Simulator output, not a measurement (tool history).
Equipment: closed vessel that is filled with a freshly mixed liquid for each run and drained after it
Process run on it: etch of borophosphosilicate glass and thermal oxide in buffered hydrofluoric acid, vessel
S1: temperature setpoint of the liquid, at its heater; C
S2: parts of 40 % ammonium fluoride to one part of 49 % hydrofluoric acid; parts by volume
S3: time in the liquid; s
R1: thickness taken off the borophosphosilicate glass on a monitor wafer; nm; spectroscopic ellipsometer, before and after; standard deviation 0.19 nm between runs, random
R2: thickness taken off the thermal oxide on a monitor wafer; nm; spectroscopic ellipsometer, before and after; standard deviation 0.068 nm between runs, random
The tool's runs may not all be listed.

Run 1, hour 0.0: S1 21.0 C, S2 23.5 parts by volume, S3 60 s. Result: R1 65.800 nm, R2 21.053 nm.
Run 2, hour 8.7: S1 20.5 C, S2 24.5 parts by volume, S3 55 s. Result: R1 56.500 nm, R2 18.297 nm.
Run 3, hour 11.5: S1 18.5 C, S2 24.5 parts by volume, S3 55 s. Result: R1 50.459 nm, R2 16.386 nm.
Run 4, hour 20.8: S1 18.5 C, S2 27.5 parts by volume, S3 55 s. Result: R1 46.806 nm, R2 14.982 nm.
Run 5, hour 24.1: S1 18.5 C, S2 24.0 parts by volume, S3 55 s. Result: R1 51.029 nm, R2 16.490 nm.
Run 6, hour 27.4: S1 20.0 C, S2 24.0 parts by volume, S3 55 s. Result: R1 56.484 nm, R2 17.916 nm.
Run 7, hour 33.4: S1 19.5 C, S2 25.0 parts by volume, S3 55 s. Result: R1 52.810 nm, R2 17.195 nm.
Run 8, hour 39.8: S1 19.0 C, S2 25.5 parts by volume, S3 55 s. Result: R1 50.242 nm, R2 16.402 nm.
Run 9, hour 48.5: S1 19.0 C, S2 26.0 parts by volume, S3 55 s. Result: R1 50.195 nm, R2 16.276 nm.
Run 10, hour 57.4: S1 19.0 C, S2 26.0 parts by volume, S3 55 s. Result: R1 49.953 nm, R2 15.999 nm.
Run 11, hour 59.7: S1 18.5 C, S2 26.5 parts by volume, S3 55 s. Result: R1 47.694 nm, R2 15.490 nm.
Run 12, hour 63.7: S1 18.5 C, S2 27.0 parts by volume, S3 55 s. Result: R1 47.248 nm, R2 15.283 nm.
Run 13, hour 73.0: S1 18.5 C, S2 27.5 parts by volume, S3 55 s. Result: R1 47.085 nm, R2 15.062 nm.

Expected results for the next run?
Run 14, hour 79.1: S1 18.5 C, S2 28.0 parts by volume, S3 55 s. Result: R1 ?, R2 ?.

R1: 45.745 nm
R2: 14.779 nm
